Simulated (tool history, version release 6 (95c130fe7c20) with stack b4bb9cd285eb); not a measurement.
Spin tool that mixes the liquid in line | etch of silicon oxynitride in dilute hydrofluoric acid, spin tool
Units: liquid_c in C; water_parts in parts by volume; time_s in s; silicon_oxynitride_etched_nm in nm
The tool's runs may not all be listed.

run  hour  liquid_c  water_parts  time_s  silicon_oxynitride_etched_nm
  1     0        23          135      45                       0.72604
  2   1.2      19.5          135      45                       0.61005
  3   7.3      19.5           95      45                        0.8739
  4  11.4        19          100      45                       0.81219
  5  12.2      18.5          105      45                       0.74769
  6  20.8        18          105      45                        0.7426

Forecast run 7:
  7  26.1      17.5          110      45                             ?

Run 7 gave silicon_oxynitride_etched_nm 0.68262 nm.
